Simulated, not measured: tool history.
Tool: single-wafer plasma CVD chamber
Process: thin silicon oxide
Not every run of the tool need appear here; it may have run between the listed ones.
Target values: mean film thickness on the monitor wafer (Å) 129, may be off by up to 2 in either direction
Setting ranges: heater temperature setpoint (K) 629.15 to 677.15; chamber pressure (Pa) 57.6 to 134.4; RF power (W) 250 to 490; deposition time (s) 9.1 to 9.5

run	day	heater temperature setpoint (K)	chamber pressure (Pa)	RF power (W)	deposition time (s)	mean film thickness on the monitor wafer (Å)
1	0	653.15	96	370	9.5	161.62
2	0.217	653.15	93.9	370	9.5	160.11
3	0.525	648.15	93.9	370	9.5	159.75
4	0.854	648.15	91.7	370	9.5	157.6
5	0.9	649.15	89.7	370	9.5	155.63
# day 0.921: thermocouple changed; heater temperature recalibrated
6	0.921	649.15	89.7	345	9.5	150.69
7	1.288	649.15	88.1	345	9.5	148.43
8	1.562	649.15	86.7	345	9.5	147.42

Consider the 5 candidate settings below. Which is the only one whose results all fall within their allowed miss of target?
A	1.838	651.15	84.3	330	9.1	?
B	1.838	657.15	102.7	305	9.5	?
C	1.838	648.15	78.5	330	9.1	?
D	1.838	642.15	72.5	300	9.1	?
E	1.838	644.15	100	350	9.5	?

move	mean film thickness on the monitor wafer (Å)
A	135.36
B	156.07
C	129.32
D	118.58
E	163.6
A: nearer the targets than the last run, but a result is still out of spec
B: moves away from the targets compared with the last run
C: all results land within tolerance of their targets
D: the result that was furthest off in the last run now lies on the other side of its target
E: moves away from the targets compared with the last run
Go with C: it meets all targets.
